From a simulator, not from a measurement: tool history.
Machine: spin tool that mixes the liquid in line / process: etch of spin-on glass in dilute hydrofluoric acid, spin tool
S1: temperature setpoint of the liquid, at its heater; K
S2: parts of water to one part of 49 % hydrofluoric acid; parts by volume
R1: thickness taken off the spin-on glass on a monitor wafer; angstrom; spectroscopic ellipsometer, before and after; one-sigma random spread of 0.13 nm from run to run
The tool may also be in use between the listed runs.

{"run": 1, "hour": 0.0, "S1": 297.15, "S2": 290, "time under the liquid (s)": 280, "R1": 158.9}
{"run": 2, "hour": 2.6, "S1": 298.15, "S2": 275, "time under the liquid (s)": 280, "R1": 176.75}
{"run": 3, "hour": 5.0, "S1": 299.15, "S2": 260, "time under the liquid (s)": 280, "R1": 196.09}
{"run": 4, "hour": 9.8, "S1": 299.65, "S2": 245, "time under the liquid (s)": 280, "R1": 216.78}
{"run": 5, "hour": 10.8, "S1": 299.65, "S2": 180, "time under the liquid (s)": 280, "R1": 313.65}
{"run": 6, "hour": 13.1, "S1": 300.15, "S2": 180, "time under the liquid (s)": 280, "R1": 319.69}

Forecast run 7:
{"run": 7, "hour": 20.8, "S1": 300.65, "S2": 180, "time under the liquid (s)": 280, "R1": "?"}

{"run 7": {"R1": 324.08}}
